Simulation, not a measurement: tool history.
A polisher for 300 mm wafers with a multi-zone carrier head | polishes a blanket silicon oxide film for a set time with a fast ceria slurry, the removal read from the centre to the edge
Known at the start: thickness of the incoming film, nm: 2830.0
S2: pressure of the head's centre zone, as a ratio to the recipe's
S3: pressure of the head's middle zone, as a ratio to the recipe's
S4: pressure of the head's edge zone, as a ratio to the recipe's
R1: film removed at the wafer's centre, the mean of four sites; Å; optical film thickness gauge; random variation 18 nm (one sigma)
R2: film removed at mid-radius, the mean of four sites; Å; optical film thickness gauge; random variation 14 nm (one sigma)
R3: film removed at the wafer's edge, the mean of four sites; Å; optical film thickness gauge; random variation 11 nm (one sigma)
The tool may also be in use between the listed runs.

Run 1, hour 0: flow of slurry (ml/min) 145, S2 1, S3 1, S4 1, polishing time (s) 34. Result: R1 8257.4 Å, R2 8126.6 Å, R3 8356 Å.
Run 2, hour 4.9: flow of slurry (ml/min) 155, S2 1.03, S3 1.02, S4 1.01, polishing time (s) 35. Result: R1 9002 Å, R2 8668.9 Å, R3 8670.2 Å.
Run 3, hour 13.5: flow of slurry (ml/min) 160, S2 1.05, S3 1.03, S4 1.02, polishing time (s) 36. Result: R1 9486.9 Å, R2 8970.2 Å, R3 9033.9 Å.
Run 4, hour 19.7: flow of slurry (ml/min) 160, S2 1.05, S3 1.03, S4 1.02, polishing time (s) 41. Result: R1 10818 Å, R2 10289 Å, R3 9972.9 Å.
Run 5, hour 23.9: flow of slurry (ml/min) 165, S2 1.06, S3 1.04, S4 1.03, polishing time (s) 41. Result: R1 11112 Å, R2 10162 Å, R3 10273 Å.
Run 6, hour 30: flow of slurry (ml/min) 165, S2 1.11, S3 1.04, S4 1.03, polishing time (s) 41. Result: R1 11604 Å, R2 10287 Å, R3 10275 Å.
Run 7, hour 38: flow of slurry (ml/min) 170, S2 1.12, S3 1.05, S4 1.03, polishing time (s) 41. Result: R1 11975 Å, R2 10420 Å, R3 10334 Å.
Run 8, hour 46.7: flow of slurry (ml/min) 175, S2 1.12, S3 1.06, S4 1.04, polishing time (s) 41. Result: R1 11750 Å, R2 10687 Å, R3 10352 Å.
Run 9, hour 51.9: flow of slurry (ml/min) 180, S2 1.13, S3 1.06, S4 1.04, polishing time (s) 41. Result: R1 12256 Å, R2 10494 Å, R3 10395 Å.

The next listed run, before its measurement:
Run 10, hour 54.6: flow of slurry (ml/min) 205, S2 1.13, S3 1.15, S4 1.08, polishing time (s) 42. Result: R1 ?, R2 ?, R3 ?.

Run 10 gave R1 12497 Å, R2 11909 Å, R3 11015 Å.

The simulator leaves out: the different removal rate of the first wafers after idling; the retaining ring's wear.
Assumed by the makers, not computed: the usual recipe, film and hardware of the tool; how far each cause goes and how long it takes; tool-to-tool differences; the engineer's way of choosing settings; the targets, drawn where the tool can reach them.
